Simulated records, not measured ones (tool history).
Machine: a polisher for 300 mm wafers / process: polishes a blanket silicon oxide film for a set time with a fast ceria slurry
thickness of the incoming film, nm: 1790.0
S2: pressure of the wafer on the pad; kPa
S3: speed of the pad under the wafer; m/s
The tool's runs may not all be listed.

{"run": 1, "day": 0.0, "flow of slurry (ml/min)": 260, "S2": 17.2, "S3": 1.14, "polishing time (s)": 42, "film removed (Å)": 6135.8}
{"run": 2, "day": 0.046, "flow of slurry (ml/min)": 260, "S2": 20.7, "S3": 1.14, "polishing time (s)": 42, "film removed (Å)": 7125.0}
{"run": 3, "day": 0.083, "flow of slurry (ml/min)": 230, "S2": 20.7, "S3": 1.14, "polishing time (s)": 42, "film removed (Å)": 7030.4}
{"run": 4, "day": 0.154, "flow of slurry (ml/min)": 230, "S2": 19.3, "S3": 1.14, "polishing time (s)": 42, "film removed (Å)": 6760.4}
{"run": 5, "day": 0.267, "flow of slurry (ml/min)": 230, "S2": 19.3, "S3": 0.98, "polishing time (s)": 42, "film removed (Å)": 5964.7}
{"run": 6, "day": 0.379, "flow of slurry (ml/min)": 265, "S2": 19.3, "S3": 0.98, "polishing time (s)": 42, "film removed (Å)": 6016.4}
{"run": 7, "day": 0.433, "flow of slurry (ml/min)": 265, "S2": 17.9, "S3": 0.98, "polishing time (s)": 42, "film removed (Å)": 5653.9}
{"run": 8, "day": 0.8, "flow of slurry (ml/min)": 265, "S2": 16.5, "S3": 0.98, "polishing time (s)": 42, "film removed (Å)": 5282.9}
{"run": 9, "day": 0.908, "flow of slurry (ml/min)": 265, "S2": 15.9, "S3": 0.98, "polishing time (s)": 42, "film removed (Å)": 5175.2}
{"run": 10, "day": 1.046, "flow of slurry (ml/min)": 265, "S2": 15.2, "S3": 0.98, "polishing time (s)": 42, "film removed (Å)": 4932.6}
{"run": 11, "day": 1.267, "flow of slurry (ml/min)": 265, "S2": 14.5, "S3": 0.98, "polishing time (s)": 42, "film removed (Å)": 4712.9}

Estimate the outcome of run 12 from the log above:
{"run": 12, "day": 1.433, "flow of slurry (ml/min)": 265, "S2": 13.8, "S3": 0.98, "polishing time (s)": 42, "film removed (Å)": "?"}

For run 12 the tool returned film removed (Å) 4536.1.

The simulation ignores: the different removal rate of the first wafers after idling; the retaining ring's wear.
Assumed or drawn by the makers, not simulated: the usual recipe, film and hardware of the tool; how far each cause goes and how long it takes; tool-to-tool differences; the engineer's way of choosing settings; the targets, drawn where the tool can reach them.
